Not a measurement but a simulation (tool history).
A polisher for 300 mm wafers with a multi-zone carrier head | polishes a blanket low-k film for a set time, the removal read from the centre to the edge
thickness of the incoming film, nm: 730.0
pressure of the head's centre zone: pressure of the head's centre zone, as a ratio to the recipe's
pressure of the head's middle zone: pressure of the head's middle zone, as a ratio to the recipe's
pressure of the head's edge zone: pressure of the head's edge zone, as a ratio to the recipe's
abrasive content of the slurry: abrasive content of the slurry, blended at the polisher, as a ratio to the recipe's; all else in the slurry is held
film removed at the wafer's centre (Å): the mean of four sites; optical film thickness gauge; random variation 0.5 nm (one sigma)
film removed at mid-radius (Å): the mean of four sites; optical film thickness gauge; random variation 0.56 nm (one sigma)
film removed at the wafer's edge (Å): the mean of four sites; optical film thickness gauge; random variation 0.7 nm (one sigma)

run,hour,flow of slurry (ml/min),pressure of the head's centre zone,pressure of the head's middle zone,pressure of the head's edge zone,abrasive content of the slurry,polishing time (s),film removed at the wafer's centre (Å),film removed at mid-radius (Å),film removed at the wafer's edge (Å)
1,0,170,1,1,1,1,83,398.99,394.43,391.71
2,1.1,180,1,1.03,1.03,1.1,83,414.25,418.18,433.29
3,6,180,1,0.99,1.03,1.1,83,414.29,418.2,408.97
4,8.8,180,1,0.99,1.03,0.95,83,383.09,379.22,391.64
5,12.9,180,1,0.94,1.03,0.95,83,388.08,370.25,388.26
6,21.7,190,1.01,0.99,1.04,1.05,83,410.93,399.29,410.33
7,30.6,190,1.01,1.02,1.04,1.15,83,435.4,437.29,431.97
8,31.4,195,1.02,1.05,1.05,1.2,83,455.02,455.23,453.68
9,38.8,200,1.02,1.08,1.05,1.25,83,461.07,473.95,456.57

The next listed run, before its measurement:
10,41.3,200,1.02,1.1,1.07,1.3,83,?,?,?

film removed at the wafer's centre (Å): 466.74
film removed at mid-radius (Å): 481.11
film removed at the wafer's edge (Å): 459.27
